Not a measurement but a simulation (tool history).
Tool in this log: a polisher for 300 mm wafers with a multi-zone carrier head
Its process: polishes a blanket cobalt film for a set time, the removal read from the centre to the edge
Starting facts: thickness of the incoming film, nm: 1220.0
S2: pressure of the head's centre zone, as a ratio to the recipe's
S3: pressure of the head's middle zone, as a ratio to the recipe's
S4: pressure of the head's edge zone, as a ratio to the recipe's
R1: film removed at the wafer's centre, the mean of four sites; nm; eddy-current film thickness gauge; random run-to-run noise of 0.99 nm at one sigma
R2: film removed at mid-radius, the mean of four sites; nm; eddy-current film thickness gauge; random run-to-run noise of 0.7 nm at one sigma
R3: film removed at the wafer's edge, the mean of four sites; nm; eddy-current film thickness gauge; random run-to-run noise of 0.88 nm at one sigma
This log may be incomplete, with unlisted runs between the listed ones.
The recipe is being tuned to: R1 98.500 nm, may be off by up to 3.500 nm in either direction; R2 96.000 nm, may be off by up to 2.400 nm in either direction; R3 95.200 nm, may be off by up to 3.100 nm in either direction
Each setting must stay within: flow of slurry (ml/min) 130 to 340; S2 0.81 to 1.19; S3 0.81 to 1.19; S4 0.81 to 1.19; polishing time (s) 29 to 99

{"run": 1, "day": 0.0, "flow of slurry (ml/min)": 220, "S2": 1.0, "S3": 1.0, "S4": 1.0, "polishing time (s)": 64, "R1": 163.9, "R2": 158.53, "R3": 162.07}
{"run": 2, "day": 0.279, "flow of slurry (ml/min)": 215, "S2": 0.99, "S3": 0.99, "S4": 0.98, "polishing time (s)": 60, "R1": 149.81, "R2": 148.14, "R3": 149.54}
{"run": 3, "day": 0.471, "flow of slurry (ml/min)": 215, "S2": 1.06, "S3": 0.99, "S4": 0.98, "polishing time (s)": 60, "R1": 161.64, "R2": 145.98, "R3": 151.39}
{"run": 4, "day": 0.692, "flow of slurry (ml/min)": 215, "S2": 1.05, "S3": 0.98, "S4": 0.96, "polishing time (s)": 56, "R1": 147.54, "R2": 137.13, "R3": 139.96}
{"run": 5, "day": 1.05, "flow of slurry (ml/min)": 215, "S2": 1.05, "S3": 0.97, "S4": 0.94, "polishing time (s)": 53, "R1": 141.01, "R2": 129.65, "R3": 130.9}
{"run": 6, "day": 1.312, "flow of slurry (ml/min)": 215, "S2": 1.05, "S3": 0.97, "S4": 0.94, "polishing time (s)": 46, "R1": 121.01, "R2": 112.43, "R3": 111.24}
{"run": 7, "day": 1.388, "flow of slurry (ml/min)": 215, "S2": 1.05, "S3": 0.97, "S4": 0.94, "polishing time (s)": 46, "R1": 121.01, "R2": 109.26, "R3": 112.31}
{"run": 8, "day": 1.492, "flow of slurry (ml/min)": 215, "S2": 1.04, "S3": 0.96, "S4": 0.92, "polishing time (s)": 45, "R1": 116.25, "R2": 107.27, "R3": 108.75}
{"run": 9, "day": 1.667, "flow of slurry (ml/min)": 215, "S2": 1.03, "S3": 0.96, "S4": 0.91, "polishing time (s)": 45, "R1": 116.64, "R2": 108.44, "R3": 108.18}
{"run": 10, "day": 1.908, "flow of slurry (ml/min)": 210, "S2": 1.02, "S3": 0.95, "S4": 0.9, "polishing time (s)": 45, "R1": 113.32, "R2": 107.69, "R3": 109.39}
{"run": 11, "day": 2.083, "flow of slurry (ml/min)": 205, "S2": 1.01, "S3": 0.96, "S4": 0.84, "polishing time (s)": 36, "R1": 92.86, "R2": 85.492, "R3": 83.948}
{"run": 12, "day": 2.117, "flow of slurry (ml/min)": 220, "S2": 1.01, "S3": 0.96, "S4": 0.85, "polishing time (s)": 36, "R1": 92.12, "R2": 87.028, "R3": 84.837}

Which single option among these 5 for the next run brings every result within its allowed miss of target? Just one does.
{"run": "A", "day": 2.15, "flow of slurry (ml/min)": 265, "S2": 0.96, "S3": 1.06, "S4": 0.81, "polishing time (s)": 37, "R1": "?", "R2": "?", "R3": "?"}
{"run": "B", "day": 2.15, "flow of slurry (ml/min)": 265, "S2": 0.83, "S3": 0.93, "S4": 0.97, "polishing time (s)": 40, "R1": "?", "R2": "?", "R3": "?"}
{"run": "C", "day": 2.15, "flow of slurry (ml/min)": 245, "S2": 0.95, "S3": 0.93, "S4": 0.84, "polishing time (s)": 40, "R1": "?", "R2": "?", "R3": "?"}
{"run": "D", "day": 2.15, "flow of slurry (ml/min)": 270, "S2": 0.99, "S3": 0.87, "S4": 0.86, "polishing time (s)": 34, "R1": "?", "R2": "?", "R3": "?"}
{"run": "E", "day": 2.15, "flow of slurry (ml/min)": 195, "S2": 0.91, "S3": 0.97, "S4": 0.87, "polishing time (s)": 37, "R1": "?", "R2": "?", "R3": "?"}

move=A R1=91.213 R2=98.334 R3=87.938
move=B R1=85.078 R2=96.174 R3=103.370
move=C R1=96.460 R2=95.217 R3=96.055
move=D R1=86.559 R2=77.868 R3=83.305
move=E R1=82.338 R2=87.983 R3=88.001
A: corrects the largest miss of the last run, while another result sits out of spec
B: corrects the largest miss of the last run, while another result sits out of spec
C: all results land within tolerance of their targets
D: misses by more than the last run did
E: misses by more than the last run did
The right move is C.
